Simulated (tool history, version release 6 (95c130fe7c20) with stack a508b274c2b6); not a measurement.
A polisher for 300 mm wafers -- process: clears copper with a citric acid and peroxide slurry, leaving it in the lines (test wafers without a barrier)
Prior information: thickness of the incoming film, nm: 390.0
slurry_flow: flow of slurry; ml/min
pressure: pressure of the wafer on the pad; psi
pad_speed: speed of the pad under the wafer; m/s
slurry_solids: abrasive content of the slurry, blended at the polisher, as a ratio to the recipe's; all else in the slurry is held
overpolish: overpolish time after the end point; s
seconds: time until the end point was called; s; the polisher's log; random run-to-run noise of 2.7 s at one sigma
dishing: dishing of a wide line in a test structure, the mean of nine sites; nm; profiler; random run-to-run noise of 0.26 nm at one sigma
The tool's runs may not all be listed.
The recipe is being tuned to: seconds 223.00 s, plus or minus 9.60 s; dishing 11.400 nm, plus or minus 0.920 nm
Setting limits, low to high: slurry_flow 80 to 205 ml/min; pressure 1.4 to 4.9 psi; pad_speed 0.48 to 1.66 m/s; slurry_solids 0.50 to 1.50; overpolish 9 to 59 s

run    day  slurry_flow  pressure  pad_speed  slurry_solids  overpolish  seconds  dishing
  1  0.000          135       3.1       1.06           1.00          30   168.85   40.868
  2  0.267          135       2.6       1.12           1.00          23   190.29   31.195
  3  0.371          115       2.6       1.12           1.00          23   196.32   28.590
  4  0.729          105       2.3       1.18           1.00          19   217.47   23.414
  5  0.750          105       2.3       1.36           1.00          19   187.41   26.246
  6  1.000           95       2.0       1.42           1.00          16   215.20   20.073
  7  1.346           90       1.8       1.50           1.05          14   228.78   16.729
  8  1.504           90       1.8       1.50           1.05          14   228.11   15.919

Which one of the following 4 next-run settings gets every result inside its allowed miss? There is exactly one.
  A  1.662          105       1.9       1.42           1.10          20        ?        ?
  B  1.662           95       2.2       1.22           1.30          19        ?        ?
  C  1.662           90       1.8       1.50           1.15           9        ?        ?
  D  1.662          115       1.6       1.62           0.90          21        ?        ?

move  seconds  dishing
   A   220.82   24.057
   B   219.14   23.372
   C   228.34   11.398
   D   233.24   23.671
A: the biggest miss grows against the last run
B: the biggest miss grows against the last run
C: meets every target
D: the biggest miss grows against the last run
C meets every target.
